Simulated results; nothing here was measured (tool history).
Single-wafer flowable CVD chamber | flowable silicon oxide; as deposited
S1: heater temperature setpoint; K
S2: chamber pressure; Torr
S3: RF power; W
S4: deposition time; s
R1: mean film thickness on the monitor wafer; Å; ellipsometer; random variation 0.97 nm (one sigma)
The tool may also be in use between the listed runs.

run	hour	S1	S2	S3	S4	R1
1	0.0	373.15	0.713	2045	496	2658.2
2	4.5	376.15	0.713	2045	496	2409.6
3	11.8	378.15	0.713	2045	496	2255.8
4	17.4	380.15	0.713	2045	496	2142.7
5	24.9	380.15	0.803	2045	496	2397.7
6	31.9	382.15	0.803	2045	496	2242.9
7	33.1	383.15	0.803	2045	496	2218.3

The next listed run, before its measurement:
8	40.3	383.15	0.803	2045	496	?

R1: 2193.2 Å

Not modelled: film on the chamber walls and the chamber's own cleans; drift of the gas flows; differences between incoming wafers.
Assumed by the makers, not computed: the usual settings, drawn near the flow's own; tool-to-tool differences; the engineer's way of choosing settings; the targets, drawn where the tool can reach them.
